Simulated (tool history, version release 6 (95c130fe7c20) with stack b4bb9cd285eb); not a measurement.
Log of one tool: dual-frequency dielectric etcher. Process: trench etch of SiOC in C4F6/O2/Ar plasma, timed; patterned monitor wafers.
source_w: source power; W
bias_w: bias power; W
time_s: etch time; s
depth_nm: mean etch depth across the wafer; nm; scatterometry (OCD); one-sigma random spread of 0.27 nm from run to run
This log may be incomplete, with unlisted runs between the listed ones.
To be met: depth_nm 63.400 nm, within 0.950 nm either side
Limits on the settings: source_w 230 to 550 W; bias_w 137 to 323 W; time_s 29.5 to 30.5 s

run  hour  source_w  bias_w  time_s  depth_nm
  1   0.0       390     230    29.5    69.903
  2   3.8       440     230    29.5    73.377
  3   5.4       380     230    29.5    69.666
  4  14.0       370     229    29.5    68.721
  5  20.6       370     229    30.5    71.272
  6  26.4       370     229    29.5    68.567
  7  27.3       360     228    29.5    68.345
  8  29.1       350     227    29.5    67.151
  9  37.8       340     226    29.5    66.673
 10  45.2       330     225    29.5    65.876
 11  48.6       310     223    29.5    64.183

Which one of the following 4 next-run settings gets every result inside its allowed miss? There is exactly one.
  A  52.0       250     232    29.5         ?
  B  52.0       330     204    30.5         ?
  C  52.0       330     203    29.5         ?
  D  52.0       280     243    30.0         ?

move  depth_nm
   A    61.439
   B    66.010
   C    63.733
   D    65.779
A: pushes the last run's worst result past its target
B: lands further from the targets than the last run did
C: hits every target within its allowed miss
D: lands further from the targets than the last run did
Go with C: it meets all targets.
